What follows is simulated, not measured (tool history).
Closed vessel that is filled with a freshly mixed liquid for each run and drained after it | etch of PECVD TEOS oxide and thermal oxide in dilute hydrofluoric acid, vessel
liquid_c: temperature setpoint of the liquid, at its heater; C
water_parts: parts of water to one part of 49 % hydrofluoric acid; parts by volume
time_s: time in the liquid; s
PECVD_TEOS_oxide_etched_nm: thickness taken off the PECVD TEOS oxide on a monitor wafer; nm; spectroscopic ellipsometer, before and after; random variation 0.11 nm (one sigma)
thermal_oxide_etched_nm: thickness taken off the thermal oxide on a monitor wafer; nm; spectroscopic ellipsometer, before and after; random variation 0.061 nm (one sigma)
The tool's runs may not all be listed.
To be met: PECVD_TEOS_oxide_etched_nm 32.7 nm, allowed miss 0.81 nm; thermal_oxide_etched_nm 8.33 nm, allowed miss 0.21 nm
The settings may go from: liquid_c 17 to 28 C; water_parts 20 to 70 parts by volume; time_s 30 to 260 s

run    day  liquid_c  water_parts  time_s  PECVD_TEOS_oxide_etched_nm  thermal_oxide_etched_nm
  1      0        20           40     130                      49.246                   12.818
  2  0.133        20           30     130                      66.987                   17.236
  3  0.238        22           30     130                      72.851                   18.594
  4    0.6      21.5           30     130                      71.274                   18.403
  5    0.8      23.5           30     130                      77.459                   20.026
  6  1.146      23.5           30      85                      50.595                   13.036
     1.288  -- hydrofluoric acid flow meter replaced
  7  1.288        23           30      85                      55.951                   13.964
  8  1.446      22.5           30      85                      54.504                   13.812
  9  1.667        22           30      85                      53.591                   13.392
 10  2.004      21.5           30      85                      52.084                   13.428
 11  2.033      20.5           40      85                      37.124                    9.488
 12  2.088        20           40      85                      36.529                   9.2627
 13  2.112        20           40      85                      36.324                   9.2928

4 next moves are on the table. One of them brings every result within its allowed miss. Which?
  A  2.138      21.5           55     100                           ?                        ?
  B  2.138        22           45     100                           ?                        ?
  C  2.138      22.5           25      45                           ?                        ?
  D  2.138      20.5           45     105                           ?                        ?

move  PECVD_TEOS_oxide_etched_nm  thermal_oxide_etched_nm
   A                      32.442                   8.2838
   B                      41.002                   10.469
   C                      34.801                   8.8862
   D                       40.41                   10.318
A: meets every target
B: further off than the last run
C: nearer than the last run, and not there yet
D: further off than the last run
Move A is the one to make.
